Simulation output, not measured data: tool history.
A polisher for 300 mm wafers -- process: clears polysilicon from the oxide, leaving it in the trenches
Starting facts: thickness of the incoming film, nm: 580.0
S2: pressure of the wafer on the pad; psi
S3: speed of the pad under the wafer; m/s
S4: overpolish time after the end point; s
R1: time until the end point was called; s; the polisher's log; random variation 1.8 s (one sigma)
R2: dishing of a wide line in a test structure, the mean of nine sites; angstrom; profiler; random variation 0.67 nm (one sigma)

{"run": 1, "hour": 0.0, "flow of slurry (ml/min)": 300, "S2": 1.7, "S3": 0.78, "S4": 26, "R1": 98.09, "R2": 562.19}
{"run": 2, "hour": 2.5, "flow of slurry (ml/min)": 235, "S2": 1.7, "S3": 0.78, "S4": 26, "R1": 103.47, "R2": 551.82}
{"run": 3, "hour": 6.7, "flow of slurry (ml/min)": 235, "S2": 1.7, "S3": 0.78, "S4": 17, "R1": 97.864, "R2": 483.27}
{"run": 4, "hour": 7.9, "flow of slurry (ml/min)": 235, "S2": 1.7, "S3": 0.78, "S4": 8, "R1": 98.214, "R2": 337.6}
{"run": 5, "hour": 12.8, "flow of slurry (ml/min)": 235, "S2": 1.7, "S3": 0.66, "S4": 8, "R1": 108.75, "R2": 311.72}
{"run": 6, "hour": 15.8, "flow of slurry (ml/min)": 235, "S2": 1.7, "S3": 0.72, "S4": 11, "R1": 105.17, "R2": 391.45}
{"run": 7, "hour": 17.3, "flow of slurry (ml/min)": 230, "S2": 1.7, "S3": 0.72, "S4": 13, "R1": 104.16, "R2": 420.56}

Forecast run 8:
{"run": 8, "hour": 21.6, "flow of slurry (ml/min)": 220, "S2": 1.7, "S3": 0.72, "S4": 13, "R1": "?", "R2": "?"}

{"run 8": {"R1": 104.39, "R2": 416.94}}
